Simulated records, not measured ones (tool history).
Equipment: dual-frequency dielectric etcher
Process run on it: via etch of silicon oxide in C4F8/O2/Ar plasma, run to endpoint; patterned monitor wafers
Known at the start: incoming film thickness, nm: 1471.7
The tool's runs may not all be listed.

run 1 hour=0.0 | source_power_(W)=1800 bias_power_(W)=1857 | endpoint_time_(s)=303.50
run 2 hour=5.8 | source_power_(W)=1670 bias_power_(W)=1857 | endpoint_time_(s)=304.13
run 3 hour=6.4 | source_power_(W)=1480 bias_power_(W)=1857 | endpoint_time_(s)=314.57
run 4 hour=11.1 | source_power_(W)=1430 bias_power_(W)=1802 | endpoint_time_(s)=320.22
run 5 hour=19.1 | source_power_(W)=1430 bias_power_(W)=2087 | endpoint_time_(s)=295.11
run 6 hour=23.1 | source_power_(W)=1310 bias_power_(W)=2087 | endpoint_time_(s)=306.42
run 7 hour=31.2 | source_power_(W)=1270 bias_power_(W)=2028 | endpoint_time_(s)=310.02
run 8 hour=36.3 | source_power_(W)=1240 bias_power_(W)=1972 | endpoint_time_(s)=310.69
run 9 hour=37.9 | source_power_(W)=1210 bias_power_(W)=1897 | endpoint_time_(s)=322.93

Run 10 is up next; what results do you expect?
run 10 hour=38.8 | source_power_(W)=1190 bias_power_(W)=1862 | endpoint_time_(s)=?

Run 10 measured endpoint time (s) 329.42.
